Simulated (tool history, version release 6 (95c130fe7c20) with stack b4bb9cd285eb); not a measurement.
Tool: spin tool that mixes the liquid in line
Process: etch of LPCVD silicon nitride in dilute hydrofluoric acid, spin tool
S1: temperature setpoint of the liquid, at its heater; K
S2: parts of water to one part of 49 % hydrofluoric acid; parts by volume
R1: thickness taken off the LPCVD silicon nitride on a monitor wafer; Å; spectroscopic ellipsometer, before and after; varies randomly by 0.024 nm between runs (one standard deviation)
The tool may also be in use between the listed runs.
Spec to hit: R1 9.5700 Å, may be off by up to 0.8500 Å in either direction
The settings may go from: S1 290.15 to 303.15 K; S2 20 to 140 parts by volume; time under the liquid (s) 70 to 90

run 1 day=0.000 | S1=295.15 S2=75 time_under_the_liquid_(s)=90 | R1=5.6075
run 2 day=0.329 | S1=295.15 S2=75 time_under_the_liquid_(s)=70 | R1=4.4938
run 3 day=0.650 | S1=296.65 S2=70 time_under_the_liquid_(s)=70 | R1=5.3222
run 4 day=0.829 | S1=296.65 S2=50 time_under_the_liquid_(s)=70 | R1=6.9495
run 5 day=0.996 | S1=296.65 S2=20 time_under_the_liquid_(s)=70 | R1=16.2740
run 6 day=1.238 | S1=296.65 S2=20 time_under_the_liquid_(s)=70 | R1=17.4810
run 7 day=1.258 | S1=296.15 S2=25 time_under_the_liquid_(s)=70 | R1=13.6390
run 8 day=1.554 | S1=295.15 S2=25 time_under_the_liquid_(s)=70 | R1=12.6000
run 9 day=1.688 | S1=295.15 S2=25 time_under_the_liquid_(s)=70 | R1=12.5620
run 10 day=1.738 | S1=291.65 S2=30 time_under_the_liquid_(s)=70 | R1=8.3415
run 11 day=1.812 | S1=292.15 S2=30 time_under_the_liquid_(s)=70 | R1=8.5032

5 next moves are on the table. One of them brings every result within its allowed miss. Which?
run A day=1.888 | S1=293.65 S2=30 time_under_the_liquid_(s)=70 | R1=?
run B day=1.888 | S1=293.65 S2=50 time_under_the_liquid_(s)=85 | R1=?
run C day=1.888 | S1=291.15 S2=30 time_under_the_liquid_(s)=70 | R1=?
run D day=1.888 | S1=293.65 S2=40 time_under_the_liquid_(s)=80 | R1=?
run E day=1.888 | S1=292.65 S2=35 time_under_the_liquid_(s)=70 | R1=?

move=A R1=9.2526
move=B R1=6.8499
move=C R1=7.7578
move=D R1=8.0077
move=E R1=7.4351
A: every result within its allowed miss
B: the biggest miss grows against the last run
C: the biggest miss grows against the last run
D: the biggest miss grows against the last run
E: the biggest miss grows against the last run
The move that meets every target is A.
